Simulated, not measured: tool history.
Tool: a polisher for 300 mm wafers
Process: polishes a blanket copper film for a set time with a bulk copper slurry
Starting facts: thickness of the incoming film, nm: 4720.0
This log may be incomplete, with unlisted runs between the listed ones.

run  hour  flow of slurry (ml/min)  pressure of the wafer on the pad (psi)  speed of the pad under the wafer (cm/s)  abrasive content of the slurry  polishing time (s)  film removed (angstrom)
  1     0                      195                                     3.1                                      136                               1                  30                   4720.5
  2   5.5                      245                                     3.1                                      136                               1                  30                   4963.5
  3   9.8                      275                                     3.1                                      136                               1                  30                   4981.4
  4  12.5                      275                                     3.3                                      136                               1                  30                   5374.7
  5  14.8                      275                                     3.4                                      136                               1                  30                     5459
  6  23.3                      275                                     3.5                                      136                               1                  30                   5607.3
  7  25.4                      275                                     3.6                                      136                               1                  30                   5728.8
  8  31.7                      275                                     3.7                                      136                               1                  30                   5855.7
  9  39.1                      275                                     3.8                                      136                               1                  30                   6076.1
 10  47.7                      275                                     3.9                                      136                               1                  30                   6301.4
 11  56.4                      275                                       4                                      136                               1                  30                   6440.8
 12    58                      275                                     4.1                                      136                               1                  30                   6576.8
 13  66.9                      275                                     4.2                                      136                               1                  30                     6649
 14  74.6                      275                                     4.3                                      136                               1                  30                   6941.1
 15    83                      275                                     4.4                                      136                               1                  30                   7031.6

Run 16, settings as shown, results not yet in. Your forecast:
 16  87.6                      280                                     4.6                                      136                               1                  30                        ?

{"run 16": {"film removed (angstrom)": 7245.4}}
